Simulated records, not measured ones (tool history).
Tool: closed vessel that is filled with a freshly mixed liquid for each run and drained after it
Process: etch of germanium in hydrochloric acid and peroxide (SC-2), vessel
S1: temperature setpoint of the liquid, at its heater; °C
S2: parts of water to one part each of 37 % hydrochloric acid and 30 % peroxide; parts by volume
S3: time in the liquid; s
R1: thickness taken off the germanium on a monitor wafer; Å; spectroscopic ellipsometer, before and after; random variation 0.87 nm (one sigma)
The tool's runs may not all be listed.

Run 1, hour 0: S1 48 °C, S2 9.5 parts by volume, S3 85 s. Result: R1 1591.2 Å.
Run 2, hour 6.3: S1 44.5 °C, S2 9.5 parts by volume, S3 85 s. Result: R1 1415.5 Å.
Run 3, hour 7.5: S1 39.5 °C, S2 9.5 parts by volume, S3 85 s. Result: R1 1198.7 Å.
Run 4, hour 12.6: S1 45.5 °C, S2 9.5 parts by volume, S3 85 s. Result: R1 1470.8 Å.
Run 5, hour 16.9: S1 45.5 °C, S2 9.5 parts by volume, S3 95 s. Result: R1 1639.3 Å.
Run 6, hour 25.8: S1 45.5 °C, S2 9.5 parts by volume, S3 95 s. Result: R1 1631.9 Å.
Run 7, hour 34: S1 37.5 °C, S2 11 parts by volume, S3 95 s. Result: R1 1255.9 Å.

Forecast run 8:
Run 8, hour 40.4: S1 36.5 °C, S2 11 parts by volume, S3 95 s. Result: R1 ?.

{"run 8": {"R1": 1197.2}}

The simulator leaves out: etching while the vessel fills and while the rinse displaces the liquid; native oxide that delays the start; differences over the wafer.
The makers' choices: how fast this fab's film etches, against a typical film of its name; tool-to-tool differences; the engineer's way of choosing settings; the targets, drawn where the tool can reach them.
